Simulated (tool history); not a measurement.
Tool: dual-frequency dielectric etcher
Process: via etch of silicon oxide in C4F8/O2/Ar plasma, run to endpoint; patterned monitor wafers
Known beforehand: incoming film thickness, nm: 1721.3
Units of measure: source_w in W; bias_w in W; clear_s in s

| run | hour | source_w | bias_w | clear_s |
|---|---|---|---|---|
| 1 | 0 | 2100 | 1510 | 376.71 |
| 2 | 5.5 | 2180 | 1526 | 374.56 |
| 3 | 9.8 | 2260 | 1560 | 367.86 |
| 4 | 15.6 | 2260 | 1792 | 355.05 |
| 5 | 21.8 | 2510 | 1792 | 339.64 |
| 6 | 23.9 | 2510 | 1611 | 349.09 |
| 7 | 29.7 | 2550 | 1621 | 346.89 |

What does the tool deliver on the next run?
| 8 | 31.1 | 2590 | 1631 | ? |

clear_s: 345.53 s
